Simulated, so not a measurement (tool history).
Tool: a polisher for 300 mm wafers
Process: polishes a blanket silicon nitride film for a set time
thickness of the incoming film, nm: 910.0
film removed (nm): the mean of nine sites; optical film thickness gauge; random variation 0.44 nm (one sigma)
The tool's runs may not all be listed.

| run | hour | flow of slurry (ml/min) | pressure of the wafer on the pad (kPa) | speed of the pad under the wafer (cm/s) | polishing time (s) | film removed (nm) |
|---|---|---|---|---|---|---|
| 1 | 0 | 235 | 23.4 | 136 | 39 | 70.975 |
| 2 | 0.7 | 235 | 21.4 | 136 | 39 | 66.058 |
| 3 | 9.2 | 235 | 21.4 | 160 | 39 | 75.556 |
| 4 | 12.7 | 260 | 21.4 | 160 | 39 | 75.248 |
| 5 | 16.4 | 260 | 19.3 | 160 | 39 | 67.761 |
| 6 | 18.4 | 260 | 17.9 | 160 | 39 | 63.081 |

Run 7 comes next. What will it give?
| 7 | 26.5 | 260 | 16.5 | 160 | 39 | ? |

{"run 7": {"film removed (nm)": 58.428}}
